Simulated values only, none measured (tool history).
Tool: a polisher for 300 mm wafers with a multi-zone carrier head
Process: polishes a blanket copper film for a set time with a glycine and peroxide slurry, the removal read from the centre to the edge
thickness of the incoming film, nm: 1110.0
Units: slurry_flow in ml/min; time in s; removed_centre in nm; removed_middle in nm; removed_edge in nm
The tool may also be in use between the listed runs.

run    day  slurry_flow  centre_zone  middle_zone  edge_zone  time  removed_centre  removed_middle  removed_edge
  1      0          270            1            1          1    48          186.14           200.5        204.98
  2  0.308          270         1.01            1       0.99    46           179.1          195.16        196.12
  3  0.592          270         1.09            1       0.99    46          193.92           192.3        195.45
  4  0.875          230         1.09            1       0.99    46          192.25          193.77        195.38
  5   0.95          230         1.09         1.03       0.99    46             189          198.68         195.8
  6  1.108          230         1.04         1.03       0.99    46          181.01          196.73        191.44
  7  1.333          230         1.05         1.02       0.98    45          179.59          192.11        194.11
  8   1.45          240         1.06         1.02       0.98    43          174.31          183.32        183.29
  9  1.679          245         1.07         1.02       0.97    42          170.66          180.03        179.01
 10  1.733          250         1.08         1.02       0.96    41          173.12          176.35        171.72
 11  1.804          250         1.08         1.01       0.95    40          161.98          174.26        166.46
 12  2.104          250         1.09            1       0.95    39          159.31          162.36        161.54
 13  2.188          250         1.09         0.99       0.94    39           161.1          164.29        163.17

Forecast run 14:
 14  2.496          250         1.09         0.99       0.94    39               ?               ?             ?

{"run 14": {"removed_centre": 162.12, "removed_middle": 166.89, "removed_edge": 162.75}}

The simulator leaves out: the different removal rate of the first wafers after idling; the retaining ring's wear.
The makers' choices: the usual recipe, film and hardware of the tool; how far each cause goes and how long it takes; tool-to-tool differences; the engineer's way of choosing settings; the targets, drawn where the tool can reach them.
